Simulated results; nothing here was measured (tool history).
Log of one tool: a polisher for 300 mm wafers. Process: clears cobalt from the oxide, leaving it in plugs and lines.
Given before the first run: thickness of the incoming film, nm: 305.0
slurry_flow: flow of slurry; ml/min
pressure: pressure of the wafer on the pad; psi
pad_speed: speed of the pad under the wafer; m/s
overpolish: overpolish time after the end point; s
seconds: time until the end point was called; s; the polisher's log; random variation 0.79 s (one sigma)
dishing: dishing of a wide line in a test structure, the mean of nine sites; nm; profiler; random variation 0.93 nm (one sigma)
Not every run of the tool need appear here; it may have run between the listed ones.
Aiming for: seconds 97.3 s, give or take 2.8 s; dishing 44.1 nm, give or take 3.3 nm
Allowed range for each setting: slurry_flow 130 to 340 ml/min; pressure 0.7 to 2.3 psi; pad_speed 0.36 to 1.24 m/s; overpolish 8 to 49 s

run	hour	slurry_flow	pressure	pad_speed	overpolish	seconds	dishing
1	0	220	1.5	0.8	25	138.26	43.833
2	2	225	1.6	0.8	23	132.51	41.74
3	6.6	245	1.6	0.8	23	131.14	43.226
4	7.3	245	1.7	0.8	22	126.56	43.888
5	12	245	1.7	0.6	22	160.93	36.727
6	19.5	245	1.8	0.64	21	146.85	37.486
7	27.7	245	1.9	0.68	20	133.87	40.431
8	31.6	245	1.9	0.68	20	135.46	38.868
9	39.9	245	2	0.72	19	125.15	38.629
10	42.7	250	2.1	0.74	19	118.93	42.149
11	46.9	250	2.1	0.76	18	114.16	40.598
12	54.3	250	2.1	0.76	18	114.86	40.51
13	62.9	250	2.1	0.78	18	111.5	42.31
14	70.1	250	2.1	0.8	18	110.53	42.02
15	76.5	250	2.1	0.82	18	106.94	43.64
16	83	255	2.2	0.84	17	103.52	43.133

Next run, 4 choices. One meets every target within its allowed miss, the rest don't. Which?
A	89.5	260	2.1	0.82	17	?	?
B	89.5	245	2.1	0.82	19	?	?
C	89.5	225	2.2	0.9	17	?	?
D	89.5	255	2.2	0.96	18	?	?

move	seconds	dishing
A	108.35	41.646
B	109.05	44.783
C	98.584	44.438
D	91.941	48.323
A: further off than the last run
B: further off than the last run
C: each result inside its tolerance
D: the result that was furthest off in the last run now lies on the other side of its target
The right move is C.

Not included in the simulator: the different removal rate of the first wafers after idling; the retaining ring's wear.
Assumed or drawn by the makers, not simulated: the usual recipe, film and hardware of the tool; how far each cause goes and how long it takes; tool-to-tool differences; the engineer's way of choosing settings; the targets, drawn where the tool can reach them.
